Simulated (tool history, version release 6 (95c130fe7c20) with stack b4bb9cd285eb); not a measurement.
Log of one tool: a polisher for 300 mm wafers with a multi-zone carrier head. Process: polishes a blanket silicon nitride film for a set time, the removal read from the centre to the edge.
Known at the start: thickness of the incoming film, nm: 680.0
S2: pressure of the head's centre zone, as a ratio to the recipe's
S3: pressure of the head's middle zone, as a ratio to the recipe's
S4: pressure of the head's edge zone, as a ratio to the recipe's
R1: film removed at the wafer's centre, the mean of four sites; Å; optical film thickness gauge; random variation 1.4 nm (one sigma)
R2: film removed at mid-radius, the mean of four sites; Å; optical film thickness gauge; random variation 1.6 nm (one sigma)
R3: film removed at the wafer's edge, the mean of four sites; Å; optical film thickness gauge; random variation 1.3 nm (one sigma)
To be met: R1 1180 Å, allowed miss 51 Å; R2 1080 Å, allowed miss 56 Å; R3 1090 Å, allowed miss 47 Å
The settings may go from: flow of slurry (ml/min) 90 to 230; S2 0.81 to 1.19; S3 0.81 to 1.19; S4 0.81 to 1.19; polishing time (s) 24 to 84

run 1 hour=0 | flow_of_slurry_(ml/min)=150 S2=1 S3=1 S4=1 polishing_time_(s)=54 | R1=809.05 R2=829.55 R3=808.04
run 2 hour=8.6 | flow_of_slurry_(ml/min)=155 S2=1.03 S3=1 S4=1.03 polishing_time_(s)=57 | R1=884.51 R2=886.62 R3=861.83
run 3 hour=10.8 | flow_of_slurry_(ml/min)=155 S2=1.03 S3=1 S4=0.99 polishing_time_(s)=57 | R1=884.81 R2=895.85 R3=847.84
run 4 hour=16 | flow_of_slurry_(ml/min)=155 S2=1.03 S3=1 S4=1.04 polishing_time_(s)=57 | R1=901.54 R2=902.85 R3=843.71
run 5 hour=19.1 | flow_of_slurry_(ml/min)=155 S2=1.03 S3=0.97 S4=1.03 polishing_time_(s)=61 | R1=966.07 R2=933.73 R3=920.57
run 6 hour=21.6 | flow_of_slurry_(ml/min)=160 S2=1.03 S3=0.96 S4=1.04 polishing_time_(s)=63 | R1=981.7 R2=951.39 R3=963.17
run 7 hour=30.5 | flow_of_slurry_(ml/min)=165 S2=1.04 S3=0.96 S4=1.05 polishing_time_(s)=65 | R1=1037 R2=977.75 R3=999.58
run 8 hour=33.3 | flow_of_slurry_(ml/min)=165 S2=1.05 S3=0.96 S4=1.05 polishing_time_(s)=66 | R1=1066 R2=1012.1 R3=1012.2
run 9 hour=33.9 | flow_of_slurry_(ml/min)=165 S2=1.06 S3=0.96 S4=1.05 polishing_time_(s)=67 | R1=1074.6 R2=1005.7 R3=1029.3
run 10 hour=41.1 | flow_of_slurry_(ml/min)=170 S2=1.07 S3=0.97 S4=1.05 polishing_time_(s)=68 | R1=1125.1 R2=1036.7 R3=1042.3

5 next moves are on the table. One of them brings every result within its allowed miss. Which?
run A hour=48.3 | flow_of_slurry_(ml/min)=175 S2=1.13 S3=0.99 S4=1.07 polishing_time_(s)=62 | R1=? R2=? R3=?
run B hour=48.3 | flow_of_slurry_(ml/min)=200 S2=1.13 S3=0.9 S4=0.96 polishing_time_(s)=66 | R1=? R2=? R3=?
run C hour=48.3 | flow_of_slurry_(ml/min)=170 S2=0.99 S3=0.87 S4=0.89 polishing_time_(s)=71 | R1=? R2=? R3=?
run D hour=48.3 | flow_of_slurry_(ml/min)=130 S2=1.11 S3=0.97 S4=1.03 polishing_time_(s)=73 | R1=? R2=? R3=?
run E hour=48.3 | flow_of_slurry_(ml/min)=195 S2=1.05 S3=1.08 S4=1 polishing_time_(s)=71 | R1=? R2=? R3=?

move=A R1=1093 R2=960.48 R3=966.44
move=B R1=1190 R2=964.03 R3=1000.8
move=C R1=1088.7 R2=983.68 R3=1026.6
move=D R1=1185.2 R2=1050.1 R3=1075.3
move=E R1=1185.5 R2=1205.1 R3=1088.7
A: further off than the last run
B: brings the result that was furthest off to its target, and leaves another outside
C: further off than the last run
D: meets every target
E: brings the result that was furthest off to its target, and leaves another outside
Answer: D
